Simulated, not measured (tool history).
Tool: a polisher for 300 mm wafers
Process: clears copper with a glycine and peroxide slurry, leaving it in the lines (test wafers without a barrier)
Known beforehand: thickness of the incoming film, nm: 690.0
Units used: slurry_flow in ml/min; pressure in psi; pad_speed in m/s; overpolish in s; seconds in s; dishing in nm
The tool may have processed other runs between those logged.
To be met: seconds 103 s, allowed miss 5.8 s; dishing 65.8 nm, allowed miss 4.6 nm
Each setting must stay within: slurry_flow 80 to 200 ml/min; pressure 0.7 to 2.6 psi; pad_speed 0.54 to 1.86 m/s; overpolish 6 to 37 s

Run 1, hour 0: slurry_flow 130 ml/min, pressure 1.6 psi, pad_speed 1.18 m/s, overpolish 19 s. Result: seconds 172.35 s, dishing 43.576 nm.
Run 2, hour 6.2: slurry_flow 130 ml/min, pressure 1.6 psi, pad_speed 1.18 m/s, overpolish 25 s. Result: seconds 173.68 s, dishing 53.818 nm.
Run 3, hour 14.5: slurry_flow 130 ml/min, pressure 1.8 psi, pad_speed 1.18 m/s, overpolish 25 s. Result: seconds 159.18 s, dishing 56.729 nm.
Run 4, hour 19.6: slurry_flow 140 ml/min, pressure 1.8 psi, pad_speed 1.18 m/s, overpolish 25 s. Result: seconds 160.08 s, dishing 59.658 nm.
Run 5, hour 21.2: slurry_flow 140 ml/min, pressure 1.8 psi, pad_speed 1.18 m/s, overpolish 32 s. Result: seconds 159.43 s, dishing 68.336 nm.
Run 6, hour 22.1: slurry_flow 110 ml/min, pressure 1.8 psi, pad_speed 1.18 m/s, overpolish 32 s. Result: seconds 169.01 s, dishing 67.496 nm.
Run 7, hour 26.9: slurry_flow 115 ml/min, pressure 2 psi, pad_speed 1.22 m/s, overpolish 28 s. Result: seconds 145.4 s, dishing 65.944 nm.
At hour 32.3: worn pad replaced by a new one.
Run 8, hour 32.3: slurry_flow 115 ml/min, pressure 2 psi, pad_speed 1.22 m/s, overpolish 28 s. Result: seconds 131.7 s, dishing 71.83 nm.
Run 9, hour 37.1: slurry_flow 115 ml/min, pressure 2.1 psi, pad_speed 1.22 m/s, overpolish 25 s. Result: seconds 128.67 s, dishing 68.367 nm.

5 candidate next runs follow, results not yet known. Just one meets every target within its allowed miss. Identify it.
Run A, hour 41.9: slurry_flow 110 ml/min, pressure 2.3 psi, pad_speed 1.46 m/s, overpolish 19 s. Result: seconds ?, dishing ?.
Run B, hour 41.9: slurry_flow 135 ml/min, pressure 2.3 psi, pad_speed 1.4 m/s, overpolish 25 s. Result: seconds ?, dishing ?.
Run C, hour 41.9: slurry_flow 100 ml/min, pressure 2.6 psi, pad_speed 1.58 m/s, overpolish 20 s. Result: seconds ?, dishing ?.
Run D, hour 41.9: slurry_flow 130 ml/min, pressure 2.4 psi, pad_speed 1.38 m/s, overpolish 16 s. Result: seconds ?, dishing ?.
Run E, hour 41.9: slurry_flow 120 ml/min, pressure 2 psi, pad_speed 1.36 m/s, overpolish 24 s. Result: seconds ?, dishing ?.

move  seconds  dishing
   A   103.71   65.254
   B   103.61   77.386
   C    89.97   74.579
   D   102.26   59.002
   E   119.81   68.165
A: hits every target within its allowed miss
B: the worst result of the last run now meets its target, but another is out of spec
C: takes the result that was furthest off past its target
D: the worst result of the last run now meets its target, but another is out of spec
E: gains on the last run, yet a result remains outside its allowed miss
Move A is the one to make.
